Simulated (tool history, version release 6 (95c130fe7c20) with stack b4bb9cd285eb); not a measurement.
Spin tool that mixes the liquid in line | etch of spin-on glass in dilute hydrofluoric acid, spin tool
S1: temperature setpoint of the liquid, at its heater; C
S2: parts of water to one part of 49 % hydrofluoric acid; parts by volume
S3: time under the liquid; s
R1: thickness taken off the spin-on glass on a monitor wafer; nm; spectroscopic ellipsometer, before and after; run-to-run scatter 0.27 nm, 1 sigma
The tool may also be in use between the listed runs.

{"run": 1, "hour": 0.0, "S1": 26.0, "S2": 220, "S3": 80, "R1": 10.773}
{"run": 2, "hour": 1.0, "S1": 23.5, "S2": 220, "S3": 80, "R1": 9.9898}
{"run": 3, "hour": 1.8, "S1": 26.5, "S2": 175, "S3": 80, "R1": 14.812}
{"run": 4, "hour": 10.1, "S1": 26.5, "S2": 175, "S3": 80, "R1": 14.532}
{"run": 5, "hour": 16.3, "S1": 28.5, "S2": 150, "S3": 80, "R1": 19.194}
{"run": 6, "hour": 21.9, "S1": 30.0, "S2": 140, "S3": 80, "R1": 21.711}
{"run": 7, "hour": 26.3, "S1": 31.5, "S2": 135, "S3": 80, "R1": 24.316}
{"run": 8, "hour": 30.1, "S1": 31.5, "S2": 135, "S3": 80, "R1": 23.98}
{"run": 9, "hour": 31.9, "S1": 32.5, "S2": 130, "S3": 80, "R1": 25.986}

Run 10, settings as shown, results not yet in. Your forecast:
{"run": 10, "hour": 36.8, "S1": 33.0, "S2": 130, "S3": 80, "R1": "?"}

R1: 26.7120 nm
